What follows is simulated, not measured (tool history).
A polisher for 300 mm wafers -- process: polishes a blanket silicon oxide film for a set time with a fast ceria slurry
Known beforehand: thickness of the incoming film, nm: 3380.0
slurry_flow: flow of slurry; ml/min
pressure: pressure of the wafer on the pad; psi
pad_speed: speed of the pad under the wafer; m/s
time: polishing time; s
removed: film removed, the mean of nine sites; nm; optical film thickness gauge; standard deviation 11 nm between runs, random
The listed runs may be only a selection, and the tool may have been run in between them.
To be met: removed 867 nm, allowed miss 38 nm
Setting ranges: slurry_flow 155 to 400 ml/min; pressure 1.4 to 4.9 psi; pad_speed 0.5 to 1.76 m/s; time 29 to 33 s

| run | hour | slurry_flow | pressure | pad_speed | time | removed |
|---|---|---|---|---|---|---|
| 1 | 0 | 255 | 3.1 | 1.12 | 33 | 593.3 |
| 2 | 7.5 | 255 | 3.3 | 1.12 | 33 | 646.58 |
| 3 | 14.7 | 255 | 3.4 | 1.12 | 33 | 658.4 |
| 4 | 23 | 255 | 4 | 1.12 | 33 | 765.6 |
| 5 | 27 | 255 | 4 | 1.12 | 29 | 668.71 |
| 6 | 30.5 | 255 | 4 | 1.02 | 29 | 629.73 |
| 7 | 34.1 | 255 | 4.9 | 1.08 | 29 | 788.76 |
| 8 | 39.6 | 255 | 4.9 | 1.1 | 29 | 805.36 |
| 9 | 43.6 | 255 | 4.9 | 1.12 | 29 | 812.64 |

Which single option among these 5 for the next run brings every result within its allowed miss of target? Just one does.
| A | 47.6 | 225 | 4.6 | 1.1 | 30 | ? |
| B | 47.6 | 250 | 4.9 | 1.02 | 30 | ? |
| C | 47.6 | 230 | 4.5 | 1.14 | 30 | ? |
| D | 47.6 | 290 | 4.9 | 1.04 | 29 | ? |
| E | 47.6 | 265 | 4.9 | 1.12 | 31 | ? |

| move | removed |
|---|---|
| A | 767.89 |
| B | 775.53 |
| C | 781.62 |
| D | 783.87 |
| E | 886.76 |
A: misses by more than the last run did
B: misses by more than the last run did
C: misses by more than the last run did
D: misses by more than the last run did
E: all results land within tolerance of their targets
The move that meets every target is E.
